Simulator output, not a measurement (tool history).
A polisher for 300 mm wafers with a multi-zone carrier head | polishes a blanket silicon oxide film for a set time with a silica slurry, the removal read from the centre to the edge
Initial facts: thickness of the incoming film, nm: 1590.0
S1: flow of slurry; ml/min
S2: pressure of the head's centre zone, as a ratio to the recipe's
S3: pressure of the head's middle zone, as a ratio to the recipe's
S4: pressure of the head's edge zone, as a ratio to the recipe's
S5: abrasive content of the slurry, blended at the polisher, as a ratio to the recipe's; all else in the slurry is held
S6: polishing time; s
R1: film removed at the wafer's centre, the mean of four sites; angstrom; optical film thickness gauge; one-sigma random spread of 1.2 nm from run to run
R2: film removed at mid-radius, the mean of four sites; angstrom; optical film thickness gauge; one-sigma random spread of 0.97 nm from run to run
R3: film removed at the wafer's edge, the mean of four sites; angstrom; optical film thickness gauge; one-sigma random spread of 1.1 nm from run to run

run	hour	S1	S2	S3	S4	S5	S6	R1	R2	R3
1	0	125	1	1	1	1	70	1856.5	1824.1	1865
2	7.9	125	1	1	1	1	85	2234.2	2208.7	2256.3
3	15.2	125	1	0.97	1	1	85	2280.7	2149.8	2242.1
4	20.2	105	1	0.97	1	1	85	2177.6	2058.7	2206
5	26.9	100	0.98	0.94	0.97	0.9	81	1938.5	1821.3	1946.3
6	31.7	100	0.91	0.94	0.97	0.9	81	1820.4	1810.9	1958.3
7	40.5	95	0.9	0.91	0.96	0.8	77	1581.9	1579.6	1755.8
8	46.1	85	0.96	0.81	0.86	0.55	64	1107.8	959.41	1122.4
9	53.5	95	0.95	0.82	0.87	0.55	64	1135.5	977.8	1132.9
10	59.5	100	0.94	0.83	0.89	0.55	64	1133.6	1027	1161.1
11	62.9	105	0.94	0.83	0.91	0.55	64	1143.1	1014.1	1173.3
12	67.4	110	0.94	0.83	0.92	0.55	64	1164.1	1008.7	1178.8

What will run 13 give?
13	73	110	0.93	0.84	0.93	0.55	64	?	?	?

R1: 1168.9 angstrom
R2: 1050.3 angstrom
R3: 1203.8 angstrom
